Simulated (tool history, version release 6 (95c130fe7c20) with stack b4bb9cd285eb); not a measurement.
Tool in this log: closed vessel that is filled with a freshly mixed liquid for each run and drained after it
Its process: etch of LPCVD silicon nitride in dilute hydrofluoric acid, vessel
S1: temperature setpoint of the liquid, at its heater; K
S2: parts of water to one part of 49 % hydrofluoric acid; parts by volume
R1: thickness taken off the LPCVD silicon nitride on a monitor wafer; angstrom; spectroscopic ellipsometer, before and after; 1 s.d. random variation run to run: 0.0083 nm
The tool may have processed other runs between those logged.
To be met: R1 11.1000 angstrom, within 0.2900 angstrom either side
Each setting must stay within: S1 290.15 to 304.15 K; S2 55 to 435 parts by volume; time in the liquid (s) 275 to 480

Run 1, hour 0.0: S1 296.15 K, S2 245 parts by volume, time in the liquid (s) 480. Result: R1 9.1282 angstrom.
Run 2, hour 9.5: S1 296.65 K, S2 245 parts by volume, time in the liquid (s) 480. Result: R1 9.3756 angstrom.
Run 3, hour 14.8: S1 297.15 K, S2 245 parts by volume, time in the liquid (s) 480. Result: R1 9.6601 angstrom.
Run 4, hour 23.1: S1 297.15 K, S2 245 parts by volume, time in the liquid (s) 480. Result: R1 9.8418 angstrom.
Run 5, hour 26.3: S1 297.15 K, S2 330 parts by volume, time in the liquid (s) 480. Result: R1 7.2344 angstrom.
Run 6, hour 33.8: S1 298.65 K, S2 330 parts by volume, time in the liquid (s) 480. Result: R1 7.8500 angstrom.
Run 7, hour 43.4: S1 299.65 K, S2 330 parts by volume, time in the liquid (s) 480. Result: R1 8.3641 angstrom.
Run 8, hour 52.1: S1 300.65 K, S2 330 parts by volume, time in the liquid (s) 480. Result: R1 8.8289 angstrom.
Run 9, hour 58.3: S1 301.65 K, S2 330 parts by volume, time in the liquid (s) 480. Result: R1 9.3825 angstrom.
Run 10, hour 66.3: S1 302.15 K, S2 330 parts by volume, time in the liquid (s) 480. Result: R1 9.7234 angstrom.
Run 11, hour 74.7: S1 302.65 K, S2 330 parts by volume, time in the liquid (s) 480. Result: R1 9.9150 angstrom.
Run 12, hour 79.7: S1 303.15 K, S2 330 parts by volume, time in the liquid (s) 480. Result: R1 10.3040 angstrom.
Run 13, hour 82.0: S1 303.65 K, S2 325 parts by volume, time in the liquid (s) 480. Result: R1 10.6690 angstrom.

Below are 4 possible settings for the next run. Only one of them brings all results inside the allowed miss of their targets. Which is it?
Run A, hour 84.3: S1 299.65 K, S2 155 parts by volume, time in the liquid (s) 275. Result: R1 ?.
Run B, hour 84.3: S1 304.15 K, S2 335 parts by volume, time in the liquid (s) 480. Result: R1 ?.
Run C, hour 84.3: S1 303.65 K, S2 350 parts by volume, time in the liquid (s) 480. Result: R1 ?.
Run D, hour 84.3: S1 304.15 K, S2 325 parts by volume, time in the liquid (s) 480. Result: R1 ?.

move       R1
   A  10.3050
   B  10.7480
   C   9.9869
   D  11.0910
A: misses by more than the last run did
B: an improvement on the last run, though not all results are within tolerance
C: misses by more than the last run did
D: in spec on every target
D meets every target.

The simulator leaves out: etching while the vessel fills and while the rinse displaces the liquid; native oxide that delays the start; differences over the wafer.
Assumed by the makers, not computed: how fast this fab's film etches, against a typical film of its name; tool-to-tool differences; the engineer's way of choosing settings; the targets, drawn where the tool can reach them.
